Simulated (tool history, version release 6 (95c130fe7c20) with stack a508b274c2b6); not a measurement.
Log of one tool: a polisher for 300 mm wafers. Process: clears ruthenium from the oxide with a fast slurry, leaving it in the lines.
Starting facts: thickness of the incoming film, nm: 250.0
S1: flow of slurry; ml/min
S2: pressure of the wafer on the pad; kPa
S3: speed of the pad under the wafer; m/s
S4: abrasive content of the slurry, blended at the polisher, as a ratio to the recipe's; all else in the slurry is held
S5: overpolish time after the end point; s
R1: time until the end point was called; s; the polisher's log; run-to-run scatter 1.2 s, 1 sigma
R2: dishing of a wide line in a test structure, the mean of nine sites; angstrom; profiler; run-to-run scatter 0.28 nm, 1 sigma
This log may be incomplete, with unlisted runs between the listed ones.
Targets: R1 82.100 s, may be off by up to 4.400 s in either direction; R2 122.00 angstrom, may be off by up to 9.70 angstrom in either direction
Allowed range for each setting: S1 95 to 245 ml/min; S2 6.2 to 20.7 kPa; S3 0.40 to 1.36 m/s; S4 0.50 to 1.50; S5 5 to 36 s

run,hour,S1,S2,S3,S4,S5,R1,R2
1,0.0,155,13.1,0.88,1.00,18,92.652,375.73
2,3.5,155,13.1,0.88,1.00,15,89.875,323.58
3,5.3,155,13.1,1.06,1.00,15,76.871,360.30
4,8.6,150,11.7,1.14,0.90,12,84.398,280.68
5,12.0,150,11.7,1.14,0.80,12,95.248,255.55
6,16.0,150,11.7,1.22,0.80,12,87.274,252.49
7,23.9,175,11.7,1.26,0.70,10,91.269,222.37
8,30.6,195,11.7,1.28,0.65,9,91.758,189.56
9,39.4,210,11.7,1.30,0.60,8,97.902,162.27
10,47.8,220,12.4,1.32,0.55,7,98.252,147.47
11,53.6,225,13.1,1.32,0.55,6,90.440,132.68
12,54.4,225,13.8,1.32,0.55,6,88.485,133.59
13,57.1,225,13.8,1.32,0.55,6,86.955,135.11

Pick the move, out of 5, that brings all results within their allowed miss; only one does.
A,59.8,245,12.4,1.20,0.65,5,?,?
B,59.8,215,11.0,1.36,0.70,8,?,?
C,59.8,230,17.2,1.24,0.50,5,?,?
D,59.8,240,11.7,1.36,0.60,6,?,?
E,59.8,230,12.4,1.28,0.60,7,?,?

move,R1,R2
A,89.899,115.36
B,86.550,187.97
C,79.693,129.64
D,90.691,136.45
E,90.969,157.79
A: brings the result that was furthest off to its target, and leaves another outside
B: further off than the last run
C: hits every target within its allowed miss
D: further off than the last run
E: further off than the last run
Answer: C
